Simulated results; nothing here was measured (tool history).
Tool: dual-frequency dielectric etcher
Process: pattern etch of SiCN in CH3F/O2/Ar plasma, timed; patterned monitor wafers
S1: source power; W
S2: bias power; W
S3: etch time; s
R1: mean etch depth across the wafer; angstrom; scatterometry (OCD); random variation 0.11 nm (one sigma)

run  hour   S1   S2    S3      R1
  1   0.0  450  102  62.5  263.55
  2   2.7  450   94  62.5  254.17
  3   3.6  420   88  62.0  241.89
  4   7.2  420   79  62.0  232.16
  5   9.8  400   76  62.0  222.74
  6  18.3  450   76  62.0  233.36
  7  23.3  450   76  62.0  234.47
  8  30.9  420   74  62.0  226.31
  9  37.2  400   72  62.0  217.26
 10  44.6  380   71  62.0  210.13

The next listed run, before its measurement:
 11  47.5  370  71  62.0   ?

R1: 209.48 angstrom
